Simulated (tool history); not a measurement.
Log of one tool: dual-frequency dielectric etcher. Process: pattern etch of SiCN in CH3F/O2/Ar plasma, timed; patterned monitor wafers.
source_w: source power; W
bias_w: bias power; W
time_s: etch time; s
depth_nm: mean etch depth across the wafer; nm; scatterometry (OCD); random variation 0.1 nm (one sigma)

run	day	source_w	bias_w	time_s	depth_nm
1	0	520	60	64.5	25.932
2	0.133	520	60	59.5	23.874
3	0.412	480	57	59.5	22.326
4	0.558	480	57	59.5	22.599
5	0.762	450	56	59.5	21.619
6	1.088	430	56	59.5	21.005
7	1.212	420	56	59.5	20.974
8	1.546	410	56	59.5	20.881

The next listed run, before its measurement:
9	1.675	400	56	59.5	?

Run 9 gave depth_nm 20.582 nm.
